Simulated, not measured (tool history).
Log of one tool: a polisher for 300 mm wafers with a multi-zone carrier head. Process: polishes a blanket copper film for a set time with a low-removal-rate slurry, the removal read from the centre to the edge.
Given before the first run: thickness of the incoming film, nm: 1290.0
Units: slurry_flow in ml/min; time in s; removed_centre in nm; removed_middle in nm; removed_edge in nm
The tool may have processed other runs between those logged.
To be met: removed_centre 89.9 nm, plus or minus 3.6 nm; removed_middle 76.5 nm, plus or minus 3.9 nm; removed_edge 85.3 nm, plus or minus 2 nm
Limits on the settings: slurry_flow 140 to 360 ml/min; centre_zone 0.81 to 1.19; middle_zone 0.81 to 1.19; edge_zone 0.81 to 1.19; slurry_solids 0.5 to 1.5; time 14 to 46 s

{"run": 1, "day": 0.0, "slurry_flow": 230, "centre_zone": 1, "middle_zone": 1, "edge_zone": 1, "slurry_solids": 1, "time": 30, "removed_centre": 75.304, "removed_middle": 73.718, "removed_edge": 74.314}
{"run": 2, "day": 0.208, "slurry_flow": 230, "centre_zone": 1, "middle_zone": 1, "edge_zone": 1, "slurry_solids": 0.8, "time": 30, "removed_centre": 72.172, "removed_middle": 68.158, "removed_edge": 71.503}
{"run": 3, "day": 0.3, "slurry_flow": 230, "centre_zone": 1, "middle_zone": 1, "edge_zone": 1, "slurry_solids": 0.8, "time": 33, "removed_centre": 80.802, "removed_middle": 77.236, "removed_edge": 78.925}
{"run": 4, "day": 0.475, "slurry_flow": 240, "centre_zone": 1.01, "middle_zone": 0.99, "edge_zone": 1.02, "slurry_solids": 0.8, "time": 33, "removed_centre": 80.802, "removed_middle": 78.041, "removed_edge": 79.722}
{"run": 5, "day": 0.704, "slurry_flow": 280, "centre_zone": 1.01, "middle_zone": 0.99, "edge_zone": 1.02, "slurry_solids": 0.8, "time": 33, "removed_centre": 81.421, "removed_middle": 78.861, "removed_edge": 80.731}
{"run": 6, "day": 0.862, "slurry_flow": 280, "centre_zone": 1.03, "middle_zone": 0.97, "edge_zone": 1.04, "slurry_solids": 0.8, "time": 33, "removed_centre": 85.693, "removed_middle": 78.034, "removed_edge": 81.154}
{"run": 7, "day": 0.996, "slurry_flow": 280, "centre_zone": 1.03, "middle_zone": 0.96, "edge_zone": 1.06, "slurry_solids": 0.8, "time": 33, "removed_centre": 84.038, "removed_middle": 77.31, "removed_edge": 81.85}
{"run": 8, "day": 1.342, "slurry_flow": 280, "centre_zone": 1.04, "middle_zone": 0.95, "edge_zone": 1.07, "slurry_solids": 0.8, "time": 33, "removed_centre": 85.773, "removed_middle": 76.741, "removed_edge": 82.804}
{"run": 9, "day": 1.542, "slurry_flow": 280, "centre_zone": 1.05, "middle_zone": 0.95, "edge_zone": 1.08, "slurry_solids": 0.8, "time": 33, "removed_centre": 85.325, "removed_middle": 75.663, "removed_edge": 82.21}

Consider the 5 candidate settings below. Which is the only one whose results all fall within their allowed miss of target?
{"run": "A", "day": 1.742, "slurry_flow": 260, "centre_zone": 1.12, "middle_zone": 0.96, "edge_zone": 1.04, "slurry_solids": 0.7, "time": 34, "removed_centre": "?", "removed_middle": "?", "removed_edge": "?"}
{"run": "B", "day": 1.742, "slurry_flow": 315, "centre_zone": 1.12, "middle_zone": 1.12, "edge_zone": 1.05, "slurry_solids": 0.95, "time": 31, "removed_centre": "?", "removed_middle": "?", "removed_edge": "?"}
{"run": "C", "day": 1.742, "slurry_flow": 285, "centre_zone": 0.94, "middle_zone": 0.98, "edge_zone": 1.12, "slurry_solids": 0.9, "time": 32, "removed_centre": "?", "removed_middle": "?", "removed_edge": "?"}
{"run": "D", "day": 1.742, "slurry_flow": 285, "centre_zone": 1, "middle_zone": 0.91, "edge_zone": 1.1, "slurry_solids": 0.7, "time": 34, "removed_centre": "?", "removed_middle": "?", "removed_edge": "?"}
{"run": "E", "day": 1.742, "slurry_flow": 285, "centre_zone": 1.08, "middle_zone": 0.93, "edge_zone": 1.08, "slurry_solids": 0.95, "time": 33, "removed_centre": "?", "removed_middle": "?", "removed_edge": "?"}

move=A removed_centre=91.287 removed_middle=77.274 removed_edge=80.744
move=B removed_centre=90.562 removed_middle=87.051 removed_edge=79.642
move=C removed_centre=77.093 removed_middle=78.627 removed_edge=83.507
move=D removed_centre=82.715 removed_middle=74.718 removed_edge=83.747
move=E removed_centre=91.898 removed_middle=78.414 removed_edge=85.533
A: misses by more than the last run did
B: misses by more than the last run did
C: corrects the largest miss of the last run, while another result sits out of spec
D: corrects the largest miss of the last run, while another result sits out of spec
E: meets every target
The right move is E.
